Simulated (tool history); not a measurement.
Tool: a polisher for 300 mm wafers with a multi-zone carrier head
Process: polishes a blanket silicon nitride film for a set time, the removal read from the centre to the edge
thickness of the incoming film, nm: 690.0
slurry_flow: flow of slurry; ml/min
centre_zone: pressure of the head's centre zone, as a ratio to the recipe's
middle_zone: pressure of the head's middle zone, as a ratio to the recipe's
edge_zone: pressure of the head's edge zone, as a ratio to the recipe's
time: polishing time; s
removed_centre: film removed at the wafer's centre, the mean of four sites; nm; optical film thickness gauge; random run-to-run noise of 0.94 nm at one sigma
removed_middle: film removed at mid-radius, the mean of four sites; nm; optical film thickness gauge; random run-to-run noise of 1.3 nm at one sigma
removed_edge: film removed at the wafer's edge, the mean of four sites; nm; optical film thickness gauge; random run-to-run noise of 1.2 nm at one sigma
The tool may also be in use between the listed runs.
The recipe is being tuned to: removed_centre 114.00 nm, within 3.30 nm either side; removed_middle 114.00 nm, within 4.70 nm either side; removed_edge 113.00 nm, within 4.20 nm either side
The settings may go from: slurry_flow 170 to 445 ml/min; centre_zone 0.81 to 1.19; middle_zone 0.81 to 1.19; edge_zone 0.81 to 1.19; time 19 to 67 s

{"run": 1, "hour": 0.0, "slurry_flow": 285, "centre_zone": 1.0, "middle_zone": 1.0, "edge_zone": 1.0, "time": 43, "removed_centre": 132.79, "removed_middle": 126.77, "removed_edge": 127.58}
{"run": 2, "hour": 8.4, "slurry_flow": 285, "centre_zone": 1.0, "middle_zone": 1.0, "edge_zone": 1.0, "time": 48, "removed_centre": 145.1, "removed_middle": 139.12, "removed_edge": 145.15}
{"run": 3, "hour": 9.9, "slurry_flow": 285, "centre_zone": 1.0, "middle_zone": 1.0, "edge_zone": 0.96, "time": 48, "removed_centre": 143.82, "removed_middle": 140.29, "removed_edge": 141.39}
{"run": 4, "hour": 11.7, "slurry_flow": 285, "centre_zone": 1.0, "middle_zone": 1.08, "edge_zone": 0.96, "time": 48, "removed_centre": 144.6, "removed_middle": 151.98, "removed_edge": 141.97}
{"run": 5, "hour": 13.0, "slurry_flow": 285, "centre_zone": 0.99, "middle_zone": 1.05, "edge_zone": 0.94, "time": 46, "removed_centre": 139.18, "removed_middle": 141.45, "removed_edge": 137.28}
{"run": 6, "hour": 15.6, "slurry_flow": 285, "centre_zone": 0.99, "middle_zone": 1.12, "edge_zone": 0.94, "time": 46, "removed_centre": 138.8, "removed_middle": 147.03, "removed_edge": 134.75}
{"run": 7, "hour": 18.3, "slurry_flow": 285, "centre_zone": 0.98, "middle_zone": 1.1, "edge_zone": 0.94, "time": 44, "removed_centre": 131.17, "removed_middle": 140.11, "removed_edge": 127.77}
{"run": 8, "hour": 23.8, "slurry_flow": 280, "centre_zone": 0.97, "middle_zone": 1.07, "edge_zone": 0.94, "time": 43, "removed_centre": 128.28, "removed_middle": 133.3, "removed_edge": 126.07}
{"run": 9, "hour": 24.9, "slurry_flow": 280, "centre_zone": 0.96, "middle_zone": 1.06, "edge_zone": 0.94, "time": 42, "removed_centre": 122.07, "removed_middle": 129.59, "removed_edge": 122.45}
{"run": 10, "hour": 27.4, "slurry_flow": 275, "centre_zone": 0.96, "middle_zone": 1.04, "edge_zone": 0.93, "time": 41, "removed_centre": 119.65, "removed_middle": 122.05, "removed_edge": 118.42}
{"run": 11, "hour": 28.0, "slurry_flow": 265, "centre_zone": 0.96, "middle_zone": 1.03, "edge_zone": 0.92, "time": 41, "removed_centre": 118.47, "removed_middle": 122.31, "removed_edge": 118.21}

Below are 5 possible settings for the next run. Only one of them brings all results inside the allowed miss of their targets. Which is it?
{"run": "A", "hour": 28.6, "slurry_flow": 275, "centre_zone": 1.0, "middle_zone": 1.04, "edge_zone": 0.98, "time": 38, "removed_centre": "?", "removed_middle": "?", "removed_edge": "?"}
{"run": "B", "hour": 28.6, "slurry_flow": 350, "centre_zone": 0.88, "middle_zone": 1.16, "edge_zone": 0.92, "time": 38, "removed_centre": "?", "removed_middle": "?", "removed_edge": "?"}
{"run": "C", "hour": 28.6, "slurry_flow": 245, "centre_zone": 0.91, "middle_zone": 1.01, "edge_zone": 0.91, "time": 39, "removed_centre": "?", "removed_middle": "?", "removed_edge": "?"}
{"run": "D", "hour": 28.6, "slurry_flow": 255, "centre_zone": 0.9, "middle_zone": 1.13, "edge_zone": 0.92, "time": 42, "removed_centre": "?", "removed_middle": "?", "removed_edge": "?"}
{"run": "E", "hour": 28.6, "slurry_flow": 175, "centre_zone": 0.96, "middle_zone": 0.91, "edge_zone": 1.0, "time": 42, "removed_centre": "?", "removed_middle": "?", "removed_edge": "?"}

move=A removed_centre=114.26 removed_middle=115.50 removed_edge=113.46
move=B removed_centre=102.66 removed_middle=128.70 removed_edge=112.58
move=C removed_centre=105.42 removed_middle=114.70 removed_edge=112.84
move=D removed_centre=112.81 removed_middle=135.72 removed_edge=122.09
move=E removed_centre=115.37 removed_middle=110.00 removed_edge=122.43
A: meets every target
B: misses by more than the last run did
C: the furthest-off result lands on target, but another misses its tolerance
D: misses by more than the last run did
E: the furthest-off result lands on target, but another misses its tolerance
The right move is A.

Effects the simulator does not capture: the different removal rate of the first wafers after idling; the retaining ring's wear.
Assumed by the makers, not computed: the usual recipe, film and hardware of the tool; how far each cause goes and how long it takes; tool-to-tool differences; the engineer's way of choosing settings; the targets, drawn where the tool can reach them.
